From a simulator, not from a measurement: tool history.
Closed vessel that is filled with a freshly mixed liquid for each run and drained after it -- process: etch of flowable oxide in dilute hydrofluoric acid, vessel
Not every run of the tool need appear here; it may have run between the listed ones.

run,hour,temperature setpoint of the liquid (K),parts of water to one part of 49 % hydrofluoric acid (parts by volume),time in the liquid (s),thickness taken off the flowable oxide on a monitor wafer (angstrom)
1,0.0,294.15,255,115,164.140
2,6.8,292.15,255,115,152.170
3,13.8,294.65,255,115,167.670
4,15.6,293.65,265,115,153.960
5,22.3,293.15,275,115,143.800
6,28.0,293.15,275,70,88.079
7,30.9,293.65,275,70,89.568
8,36.0,294.65,275,70,92.536
9,38.5,293.65,275,70,89.229
10,45.7,294.65,275,70,92.055

Run 11 is up next; what results do you expect?
11,54.9,293.65,275,70,?

{"run 11": {"thickness taken off the flowable oxide on a monitor wafer (angstrom)": 89.139}}

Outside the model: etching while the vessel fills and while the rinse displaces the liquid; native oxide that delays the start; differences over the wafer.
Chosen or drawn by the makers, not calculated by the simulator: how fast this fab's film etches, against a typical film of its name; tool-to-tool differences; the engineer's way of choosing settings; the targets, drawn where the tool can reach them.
